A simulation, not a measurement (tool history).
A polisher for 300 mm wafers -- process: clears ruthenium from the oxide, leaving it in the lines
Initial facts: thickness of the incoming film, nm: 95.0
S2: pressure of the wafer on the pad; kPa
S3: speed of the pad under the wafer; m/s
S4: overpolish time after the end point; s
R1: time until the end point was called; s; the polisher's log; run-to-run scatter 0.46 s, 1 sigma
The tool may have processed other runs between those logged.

Run 1, hour 0.0: flow of slurry (ml/min) 230, S2 13.8 kPa, S3 1.18 m/s, S4 8 s. Result: R1 85.057 s.
Run 2, hour 1.4: flow of slurry (ml/min) 230, S2 13.8 kPa, S3 1.18 m/s, S4 8 s. Result: R1 84.389 s.
Run 3, hour 2.7: flow of slurry (ml/min) 230, S2 15.2 kPa, S3 1.18 m/s, S4 8 s. Result: R1 78.774 s.
Run 4, hour 11.5: flow of slurry (ml/min) 230, S2 15.9 kPa, S3 1.20 m/s, S4 8 s. Result: R1 76.144 s.
Run 5, hour 18.1: flow of slurry (ml/min) 230, S2 16.5 kPa, S3 1.22 m/s, S4 8 s. Result: R1 70.257 s.
Run 6, hour 19.1: flow of slurry (ml/min) 230, S2 17.9 kPa, S3 1.22 m/s, S4 8 s. Result: R1 67.912 s.

Run 7 is up next; what results do you expect?
At hour 21.8: worn pad replaced by a new one.
Run 7, hour 21.8: flow of slurry (ml/min) 230, S2 18.6 kPa, S3 1.24 m/s, S4 8 s. Result: R1 ?.

For run 7 the tool returned R1 58.093 s.
